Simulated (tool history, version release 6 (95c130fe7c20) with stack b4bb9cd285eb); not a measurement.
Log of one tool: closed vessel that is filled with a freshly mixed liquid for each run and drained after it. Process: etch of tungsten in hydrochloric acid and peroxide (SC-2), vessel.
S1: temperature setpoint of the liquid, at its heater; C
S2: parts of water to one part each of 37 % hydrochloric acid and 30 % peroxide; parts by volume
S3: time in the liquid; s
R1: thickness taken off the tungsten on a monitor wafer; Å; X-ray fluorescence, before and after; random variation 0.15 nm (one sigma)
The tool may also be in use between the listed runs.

| run | hour | S1 | S2 | S3 | R1 |
|---|---|---|---|---|---|
| 1 | 0 | 54 | 12 | 105 | 273.94 |
| 2 | 4.5 | 53 | 12 | 105 | 256.02 |
| 3 | 13 | 58 | 12 | 105 | 355.59 |
| 4 | 19.4 | 53.5 | 12 | 105 | 264.23 |
| 5 | 21.9 | 49 | 12 | 105 | 198.59 |
| 6 | 25.7 | 49 | 12 | 105 | 194.33 |
| 7 | 34.7 | 49.5 | 12 | 105 | 201.54 |

The next listed run, before its measurement:
| 8 | 41.9 | 50 | 12 | 105 | ? |

R1: 210.73 Å
